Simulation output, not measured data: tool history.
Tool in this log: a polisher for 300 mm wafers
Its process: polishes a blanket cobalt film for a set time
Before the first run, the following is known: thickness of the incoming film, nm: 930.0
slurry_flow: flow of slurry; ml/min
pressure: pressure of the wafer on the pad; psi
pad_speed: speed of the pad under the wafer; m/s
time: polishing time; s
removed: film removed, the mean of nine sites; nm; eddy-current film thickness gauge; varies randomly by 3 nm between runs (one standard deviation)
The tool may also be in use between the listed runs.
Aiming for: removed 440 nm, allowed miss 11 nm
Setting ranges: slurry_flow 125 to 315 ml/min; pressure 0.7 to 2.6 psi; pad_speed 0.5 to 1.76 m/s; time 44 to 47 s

| run | hour | slurry_flow | pressure | pad_speed | time | removed |
|---|---|---|---|---|---|---|
| 1 | 0 | 205 | 1.6 | 1.12 | 44 | 218.06 |
| 2 | 2.6 | 160 | 1.6 | 1.12 | 44 | 211.09 |
| 3 | 3.3 | 160 | 1.6 | 1.02 | 44 | 193.93 |
| 4 | 10.2 | 170 | 1.8 | 1.06 | 44 | 227.21 |
| 5 | 11.4 | 215 | 1.8 | 1.06 | 44 | 236.93 |
| 6 | 17.3 | 215 | 2.2 | 1.06 | 44 | 287.96 |
| 7 | 23.8 | 225 | 2.3 | 1.12 | 44 | 315.96 |
| 8 | 27 | 230 | 2.4 | 1.16 | 44 | 340.96 |
| 9 | 35.6 | 235 | 2.4 | 1.2 | 44 | 350.14 |
| 10 | 44.1 | 235 | 2.4 | 1.24 | 44 | 360.13 |
| 11 | 51 | 240 | 2.4 | 1.28 | 44 | 370.73 |
| 12 | 54.7 | 250 | 2.6 | 1.34 | 44 | 428.55 |

Of the 4 settings listed for the next run, only one would bring every result within its allowed miss of target. Which one?
| A | 58.4 | 250 | 2.3 | 1.4 | 46 | ? |
| B | 58.4 | 300 | 2.6 | 1.22 | 45 | ? |
| C | 58.4 | 250 | 2.3 | 1.5 | 46 | ? |
| D | 58.4 | 210 | 2.6 | 1.28 | 45 | ? |

| move | removed |
|---|---|
| A | 415.89 |
| B | 408.21 |
| C | 444.88 |
| D | 412.42 |
A: further off than the last run
B: further off than the last run
C: meets every target
D: further off than the last run
The move that meets every target is C.
